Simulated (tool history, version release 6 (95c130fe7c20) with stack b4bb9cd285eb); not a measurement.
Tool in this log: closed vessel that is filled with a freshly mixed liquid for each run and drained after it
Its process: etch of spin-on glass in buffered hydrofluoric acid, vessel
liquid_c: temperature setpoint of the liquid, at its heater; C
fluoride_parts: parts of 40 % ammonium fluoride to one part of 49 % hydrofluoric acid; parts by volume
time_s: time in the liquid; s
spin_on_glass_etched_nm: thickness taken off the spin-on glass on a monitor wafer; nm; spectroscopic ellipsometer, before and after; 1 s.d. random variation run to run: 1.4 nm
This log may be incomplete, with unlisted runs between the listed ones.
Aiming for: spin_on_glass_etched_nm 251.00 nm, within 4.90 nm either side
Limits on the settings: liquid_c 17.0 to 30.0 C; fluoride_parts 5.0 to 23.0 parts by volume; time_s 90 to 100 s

run	day	liquid_c	fluoride_parts	time_s	spin_on_glass_etched_nm
1	0.000	22.0	14.0	90	141.55
2	0.083	23.5	14.0	90	154.44
3	0.138	23.5	10.0	90	211.61
4	0.350	23.5	6.0	90	338.87
5	0.396	22.5	6.0	90	321.72
6	0.433	21.5	6.0	90	304.58
7	0.633	21.0	6.0	90	293.98
8	0.804	20.5	6.0	90	288.64
9	0.871	20.0	6.0	90	276.60

Of the 5 settings listed for the next run, only one would bring every result within its allowed miss of target. Which one?
A	0.938	17.0	6.0	95	?
B	0.938	21.0	7.5	100	?
C	0.938	22.5	7.0	100	?
D	0.938	21.5	8.5	100	?
E	0.938	19.0	6.0	95	?

move	spin_on_glass_etched_nm
A	249.24
B	266.82
C	312.30
D	239.55
E	279.14
A: all results land within tolerance of their targets
B: an improvement on the last run, though not all results are within tolerance
C: lands further from the targets than the last run did
D: moves the result that the last run missed by most past its target, out the other side
E: lands further from the targets than the last run did
Go with A: it meets all targets.

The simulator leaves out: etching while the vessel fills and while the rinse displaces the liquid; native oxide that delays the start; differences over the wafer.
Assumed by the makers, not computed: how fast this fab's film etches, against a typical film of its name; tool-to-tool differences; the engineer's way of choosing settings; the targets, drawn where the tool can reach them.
